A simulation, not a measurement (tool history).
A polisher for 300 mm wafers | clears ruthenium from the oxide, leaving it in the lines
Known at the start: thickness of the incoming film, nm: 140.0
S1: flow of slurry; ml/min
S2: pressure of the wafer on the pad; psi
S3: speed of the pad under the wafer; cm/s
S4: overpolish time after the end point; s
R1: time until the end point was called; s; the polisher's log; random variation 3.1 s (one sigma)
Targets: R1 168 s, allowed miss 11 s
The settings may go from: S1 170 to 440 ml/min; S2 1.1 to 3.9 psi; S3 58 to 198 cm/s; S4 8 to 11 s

| run | day | S1 | S2 | S3 | S4 | R1 |
|---|---|---|---|---|---|---|
| 1 | 0 | 280 | 2.5 | 128 | 11 | 79.012 |
| 2 | 0.346 | 280 | 2.3 | 124 | 11 | 85.147 |
| 3 | 0.471 | 280 | 2.3 | 124 | 11 | 88.099 |
| 4 | 0.708 | 220 | 2.3 | 124 | 11 | 86.623 |
| 5 | 1.058 | 220 | 2.3 | 124 | 11 | 88.225 |
| 6 | 1.329 | 220 | 2.2 | 120 | 11 | 94.472 |
| 7 | 1.508 | 220 | 2.1 | 118 | 11 | 101.23 |
|  | 1.783 | slurry nozzle cleaned |
| 8 | 1.783 | 220 | 2 | 116 | 11 | 99.643 |
| 9 | 2.079 | 220 | 1.9 | 110 | 11 | 110.06 |
| 10 | 2.142 | 220 | 1.8 | 106 | 11 | 120.88 |
| 11 | 2.492 | 220 | 1.1 | 100 | 11 | 192.06 |

Which of these 5 next moves meets every target?
| A | 2.842 | 395 | 1.2 | 98 | 8 | ? |
| B | 2.842 | 195 | 1.3 | 90 | 8 | ? |
| C | 2.842 | 240 | 1.6 | 96 | 10 | ? |
| D | 2.842 | 210 | 1.1 | 100 | 10 | ? |
| E | 2.842 | 210 | 2.2 | 70 | 8 | ? |

| move | R1 |
|---|---|
| A | 173.39 |
| B | 188.47 |
| C | 145.74 |
| D | 192.86 |
| E | 152.02 |
A: meets every target
B: nearer than the last run, and not there yet
C: takes the result that was furthest off past its target
D: as far off as the last run
E: takes the result that was furthest off past its target
The right move is A.
